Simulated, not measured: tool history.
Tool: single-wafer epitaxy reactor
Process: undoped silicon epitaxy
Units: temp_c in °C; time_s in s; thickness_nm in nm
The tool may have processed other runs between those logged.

run  hour  temp_c  time_s  thickness_nm
  1     0     645     404         54.64
  2   6.6     647     405        57.608
  3  10.9     657     405        73.562
  4  19.8     656     405        72.083
  5  25.2     664     405        86.664
  6  30.6     661     404        80.817
  7  34.6     659     404        77.185
  8  43.3     658     404        75.049
  9  49.2     658     404        75.149
 10    58     657     404        73.455
 11    62     656     404        71.789
 12  67.8     655     404        69.852

Run 13 is up next; what results do you expect?
 13    72     654     404             ?

{"run 13": {"thickness_nm": 68.24}}

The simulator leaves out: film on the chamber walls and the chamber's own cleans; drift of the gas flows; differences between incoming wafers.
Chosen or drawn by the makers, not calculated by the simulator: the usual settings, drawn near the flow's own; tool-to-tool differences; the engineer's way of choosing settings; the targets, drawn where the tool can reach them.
